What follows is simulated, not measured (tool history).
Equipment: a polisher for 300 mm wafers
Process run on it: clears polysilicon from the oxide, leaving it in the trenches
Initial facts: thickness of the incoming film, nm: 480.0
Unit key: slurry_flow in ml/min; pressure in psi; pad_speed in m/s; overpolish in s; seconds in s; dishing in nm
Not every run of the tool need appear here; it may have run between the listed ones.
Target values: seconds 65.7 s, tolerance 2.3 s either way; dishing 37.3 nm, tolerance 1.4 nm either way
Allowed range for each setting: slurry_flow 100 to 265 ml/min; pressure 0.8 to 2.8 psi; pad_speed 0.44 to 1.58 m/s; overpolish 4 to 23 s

{"run": 1, "hour": 0.0, "slurry_flow": 170, "pressure": 1.8, "pad_speed": 1, "overpolish": 12, "seconds": 48.383, "dishing": 39.763}
{"run": 2, "hour": 3.3, "slurry_flow": 170, "pressure": 1.8, "pad_speed": 0.88, "overpolish": 12, "seconds": 54.697, "dishing": 38.11}
{"run": 3, "hour": 9.4, "slurry_flow": 170, "pressure": 1.8, "pad_speed": 0.88, "overpolish": 15, "seconds": 55.326, "dishing": 40.618}
{"run": 4, "hour": 14.0, "slurry_flow": 170, "pressure": 2, "pad_speed": 0.88, "overpolish": 15, "seconds": 49.528, "dishing": 40.779}
{"run": 5, "hour": 22.9, "slurry_flow": 170, "pressure": 2, "pad_speed": 0.88, "overpolish": 12, "seconds": 49.312, "dishing": 39.336}
{"run": 6, "hour": 26.1, "slurry_flow": 165, "pressure": 1.8, "pad_speed": 0.88, "overpolish": 12, "seconds": 55.32, "dishing": 37.901}
{"run": 7, "hour": 27.3, "slurry_flow": 160, "pressure": 1.7, "pad_speed": 0.88, "overpolish": 13, "seconds": 59.487, "dishing": 38.476}
{"run": 8, "hour": 33.9, "slurry_flow": 150, "pressure": 1.7, "pad_speed": 0.88, "overpolish": 13, "seconds": 58.105, "dishing": 38.242}
{"run": 9, "hour": 42.9, "slurry_flow": 150, "pressure": 1.4, "pad_speed": 0.88, "overpolish": 13, "seconds": 72.205, "dishing": 35.999}

Below are 4 possible settings for the next run. Only one of them brings all results inside the allowed miss of their targets. Which is it?
{"run": "A", "hour": 51.9, "slurry_flow": 170, "pressure": 1.6, "pad_speed": 0.88, "overpolish": 11, "seconds": "?", "dishing": "?"}
{"run": "B", "hour": 51.9, "slurry_flow": 155, "pressure": 1.7, "pad_speed": 0.78, "overpolish": 13, "seconds": "?", "dishing": "?"}
{"run": "C", "hour": 51.9, "slurry_flow": 145, "pressure": 1.5, "pad_speed": 0.8, "overpolish": 15, "seconds": "?", "dishing": "?"}
{"run": "D", "hour": 51.9, "slurry_flow": 105, "pressure": 1.5, "pad_speed": 0.76, "overpolish": 19, "seconds": "?", "dishing": "?"}

move=A seconds=61.643 dishing=36.05
move=B seconds=66.208 dishing=37.201
move=C seconds=73.699 dishing=37.606
move=D seconds=82.189 dishing=38.914
A: moves the result that the last run missed by most past its target, out the other side
B: all results land within tolerance of their targets
C: its largest miss is bigger than the last run's
D: its largest miss is bigger than the last run's
The move that meets every target is B.
